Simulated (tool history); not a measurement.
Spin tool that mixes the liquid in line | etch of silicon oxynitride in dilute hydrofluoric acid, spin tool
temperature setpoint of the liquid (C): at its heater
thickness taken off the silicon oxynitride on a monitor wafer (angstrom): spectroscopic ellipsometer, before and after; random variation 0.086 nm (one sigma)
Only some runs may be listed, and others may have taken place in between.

run  hour  temperature setpoint of the liquid (C)  parts of water to one part of 49 % hydrofluoric acid (parts by volume)  time under the liquid (s)  thickness taken off the silicon oxynitride on a monitor wafer (angstrom)
  1     0                                      23                                                                     120                        270                                                                    46.128
  2   6.1                                    23.5                                                                     120                        270                                                                    47.529
  3   7.8                                      24                                                                     120                        270                                                                     48.42
  4  16.5                                      24                                                                     100                        270                                                                    59.895
  5  18.7                                      24                                                                     125                        270                                                                    46.336
  6  22.8                                    24.5                                                                     125                        270                                                                    47.062
  7  28.1                                      25                                                                     125                        270                                                                    49.491
  8    34                                    25.5                                                                     125                        270                                                                    50.433
  9  38.5                                      26                                                                     125                        270                                                                    52.037

Expected results for the next run?
 10  46.4                                    26.5                                                                     125                        270                                                                         ?

thickness taken off the silicon oxynitride on a monitor wafer (angstrom): 50.89

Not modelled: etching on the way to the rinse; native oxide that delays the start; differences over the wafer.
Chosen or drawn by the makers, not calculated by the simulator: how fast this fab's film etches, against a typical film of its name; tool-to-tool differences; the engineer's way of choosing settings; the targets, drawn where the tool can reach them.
